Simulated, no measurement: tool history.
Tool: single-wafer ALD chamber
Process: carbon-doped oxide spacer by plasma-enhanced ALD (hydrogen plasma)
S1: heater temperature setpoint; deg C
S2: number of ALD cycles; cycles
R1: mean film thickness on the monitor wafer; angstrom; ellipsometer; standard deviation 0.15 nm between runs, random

Run 1, hour 0: S1 390 deg C, S2 559 cycles. Result: R1 272.83 angstrom.
Run 2, hour 4.8: S1 390 deg C, S2 606 cycles. Result: R1 296.99 angstrom.
Run 3, hour 7: S1 390 deg C, S2 624 cycles. Result: R1 304.51 angstrom.
Run 4, hour 16.3: S1 390 deg C, S2 639 cycles. Result: R1 313.73 angstrom.
At hour 19.1: thermocouple changed; heater temperature recalibrated.
Run 5, hour 19.1: S1 390 deg C, S2 559 cycles. Result: R1 272.76 angstrom.
Run 6, hour 22.3: S1 390 deg C, S2 493 cycles. Result: R1 242.14 angstrom.
Run 7, hour 30.3: S1 390 deg C, S2 538 cycles. Result: R1 262.99 angstrom.
Run 8, hour 33: S1 390 deg C, S2 572 cycles. Result: R1 278.34 angstrom.
Run 9, hour 42.9: S1 390 deg C, S2 599 cycles. Result: R1 291.35 angstrom.
Run 10, hour 51.6: S1 390 deg C, S2 599 cycles. Result: R1 292.05 angstrom.
Run 11, hour 60.3: S1 390 deg C, S2 619 cycles. Result: R1 304.39 angstrom.
Run 12, hour 66.5: S1 390 deg C, S2 633 cycles. Result: R1 307.56 angstrom.

Run 13 has not been measured yet. What should we expect?
Run 13, hour 74.2: S1 390 deg C, S2 647 cycles. Result: R1 ?.

For run 13 the tool returned R1 316.93 angstrom.

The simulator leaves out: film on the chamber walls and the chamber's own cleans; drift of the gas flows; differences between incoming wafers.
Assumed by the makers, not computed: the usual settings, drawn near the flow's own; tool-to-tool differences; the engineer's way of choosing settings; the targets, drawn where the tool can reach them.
